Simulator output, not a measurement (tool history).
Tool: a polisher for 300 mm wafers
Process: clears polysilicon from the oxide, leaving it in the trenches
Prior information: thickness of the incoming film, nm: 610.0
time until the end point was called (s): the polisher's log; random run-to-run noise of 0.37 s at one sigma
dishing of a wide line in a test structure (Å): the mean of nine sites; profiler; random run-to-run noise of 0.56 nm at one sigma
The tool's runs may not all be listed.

run,hour,flow of slurry (ml/min),pressure of the wafer on the pad (psi),speed of the pad under the wafer (m/s),overpolish time after the end point (s),time until the end point was called (s),dishing of a wide line in a test structure (Å)
1,0,315,2.5,0.94,11,45.675,490.55
2,8.4,315,2.5,1.06,11,40.922,500.3
3,12,330,2.8,1.04,8,36.991,475.33
4,15.7,330,2.8,1.04,5,37.084,424.97
5,22.2,330,2.8,1.04,9,35.702,486.35
6,26.4,385,2.8,1.04,9,36.643,486.02
7,33.2,295,3.1,1.04,3,33.578,352.27
8,37.6,310,3.2,1.04,3,32.376,370.22
9,44.1,310,3.2,1.04,3,32.01,367.17
10,51,310,3.3,1.04,5,31.328,454.47

Run 11 comes next. What will it give?
11,52,300,3.2,1.06,4,?,?

Run 11 came out at time until the end point was called (s) 32.206, dishing of a wide line in a test structure (Å) 418.29.
